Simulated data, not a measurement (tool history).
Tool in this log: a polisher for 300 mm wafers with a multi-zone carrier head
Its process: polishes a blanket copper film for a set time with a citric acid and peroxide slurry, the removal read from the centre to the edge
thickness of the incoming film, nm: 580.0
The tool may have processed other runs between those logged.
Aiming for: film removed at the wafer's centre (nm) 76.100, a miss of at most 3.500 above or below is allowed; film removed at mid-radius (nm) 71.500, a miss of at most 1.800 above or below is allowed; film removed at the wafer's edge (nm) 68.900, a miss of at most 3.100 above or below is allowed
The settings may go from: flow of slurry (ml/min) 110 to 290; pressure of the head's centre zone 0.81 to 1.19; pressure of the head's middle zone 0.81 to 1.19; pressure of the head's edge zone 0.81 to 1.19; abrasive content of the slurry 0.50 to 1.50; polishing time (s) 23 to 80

run	hour	flow of slurry (ml/min)	pressure of the head's centre zone	pressure of the head's middle zone	pressure of the head's edge zone	abrasive content of the slurry	polishing time (s)	film removed at the wafer's centre (nm)	film removed at mid-radius (nm)	film removed at the wafer's edge (nm)
1	0.0	185	1.00	1.00	1.00	1.00	51	136.000	127.420	127.650
2	2.5	185	1.00	1.00	0.96	1.00	51	133.330	128.620	126.450
3	10.0	185	1.01	0.99	0.94	0.95	47	123.220	115.170	113.280
4	12.9	185	1.01	0.99	0.92	0.90	45	116.930	110.470	109.850
5	18.0	185	1.01	0.99	0.92	1.05	45	120.550	109.930	108.260
6	20.7	185	1.01	0.94	0.92	1.05	45	119.630	108.260	108.150
# hour 26.1: centre zone pressure recalibrated
7	26.1	185	1.01	0.95	0.91	1.05	42	106.070	102.050	101.790
8	34.8	165	1.11	0.95	0.81	0.80	29	75.624	66.927	63.511
9	39.9	170	1.10	0.95	0.82	0.80	29	73.872	67.300	63.208

Exercise: of the 4 proposed moves below, exactly one satisfies all targets within the stated allowed misses. Which move is it?
A	45.0	200	1.13	1.15	0.81	0.65	29	?	?	?
B	45.0	200	1.03	0.92	0.82	0.50	33	?	?	?
C	45.0	200	1.16	1.11	0.81	0.90	27	?	?	?
D	45.0	190	1.17	1.01	0.81	0.85	31	?	?	?

move	film removed at the wafer's centre (nm)	film removed at mid-radius (nm)	film removed at the wafer's edge (nm)
A	75.371	74.514	61.206
B	75.638	72.166	68.010
C	75.305	70.969	59.593
D	85.851	75.944	67.609
A: pushes the last run's worst result past its target
B: meets every target
C: puts the biggest miss on target and leaves a different result outside tolerance
D: pushes the last run's worst result past its target
Move B is the one to make.

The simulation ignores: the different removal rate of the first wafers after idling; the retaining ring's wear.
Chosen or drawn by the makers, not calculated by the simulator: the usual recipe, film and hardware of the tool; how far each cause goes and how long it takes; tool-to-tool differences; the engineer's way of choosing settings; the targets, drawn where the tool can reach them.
